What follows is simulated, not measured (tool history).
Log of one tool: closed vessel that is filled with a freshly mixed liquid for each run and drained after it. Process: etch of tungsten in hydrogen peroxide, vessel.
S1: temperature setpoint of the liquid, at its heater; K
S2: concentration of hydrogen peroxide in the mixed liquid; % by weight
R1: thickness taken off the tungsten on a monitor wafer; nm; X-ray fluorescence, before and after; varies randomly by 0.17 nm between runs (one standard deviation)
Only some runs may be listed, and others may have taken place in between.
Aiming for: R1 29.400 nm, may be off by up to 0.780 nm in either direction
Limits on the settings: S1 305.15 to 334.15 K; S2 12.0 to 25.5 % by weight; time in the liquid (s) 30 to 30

Run 1, hour 0.0: S1 318.15 K, S2 17.5 % by weight, time in the liquid (s) 30. Result: R1 34.088 nm.
Run 2, hour 3.9: S1 317.65 K, S2 17.5 % by weight, time in the liquid (s) 30. Result: R1 32.894 nm.
Run 3, hour 7.0: S1 320.65 K, S2 17.5 % by weight, time in the liquid (s) 30. Result: R1 39.661 nm.
Run 4, hour 8.0: S1 314.15 K, S2 17.5 % by weight, time in the liquid (s) 30. Result: R1 26.696 nm.
Run 5, hour 12.9: S1 314.15 K, S2 17.5 % by weight, time in the liquid (s) 30. Result: R1 26.520 nm.
Run 6, hour 16.1: S1 314.15 K, S2 17.5 % by weight, time in the liquid (s) 30. Result: R1 26.474 nm.
Run 7, hour 17.0: S1 314.65 K, S2 17.5 % by weight, time in the liquid (s) 30. Result: R1 26.903 nm.
Run 8, hour 20.3: S1 315.15 K, S2 17.5 % by weight, time in the liquid (s) 30. Result: R1 28.196 nm.

Which single option among these 5 for the next run brings every result within its allowed miss of target? Just one does.
Run A, hour 23.6: S1 314.15 K, S2 18.5 % by weight, time in the liquid (s) 30. Result: R1 ?.
Run B, hour 23.6: S1 316.15 K, S2 16.5 % by weight, time in the liquid (s) 30. Result: R1 ?.
Run C, hour 23.6: S1 314.65 K, S2 18.0 % by weight, time in the liquid (s) 30. Result: R1 ?.
Run D, hour 23.6: S1 314.15 K, S2 19.5 % by weight, time in the liquid (s) 30. Result: R1 ?.
Run E, hour 23.6: S1 314.65 K, S2 17.5 % by weight, time in the liquid (s) 30. Result: R1 ?.

move      R1
   A  27.469
   B  29.499
   C  27.984
   D  28.201
   E  27.593
A: its largest miss is bigger than the last run's
B: meets every target
C: its largest miss is bigger than the last run's
D: about the same distance from the targets as the last run
E: its largest miss is bigger than the last run's
The right move is B.
